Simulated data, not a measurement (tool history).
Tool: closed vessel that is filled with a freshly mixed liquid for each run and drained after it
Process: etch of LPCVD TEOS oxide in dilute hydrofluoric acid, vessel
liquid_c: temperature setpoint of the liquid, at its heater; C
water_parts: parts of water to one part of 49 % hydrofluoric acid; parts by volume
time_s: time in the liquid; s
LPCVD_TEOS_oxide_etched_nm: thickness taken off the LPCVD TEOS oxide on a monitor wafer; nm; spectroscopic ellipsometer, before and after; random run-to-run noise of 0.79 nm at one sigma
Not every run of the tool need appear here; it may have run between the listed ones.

run,day,liquid_c,water_parts,time_s,LPCVD_TEOS_oxide_etched_nm
1,0,21,50,100,54.309
2,0.275,21,60,100,44.456
3,0.471,21,60,110,49.41
4,0.638,22.5,60,110,51.947
5,0.708,22.5,55,110,57.345
6,0.817,26,55,110,66.879
7,1.075,26.5,55,110,68.929
8,1.354,27,55,110,70.801
9,1.417,27.5,55,110,70.768

Run 10, settings as shown, results not yet in. Your forecast:
10,1.708,28,55,110,?

LPCVD_TEOS_oxide_etched_nm: 72.732 nm
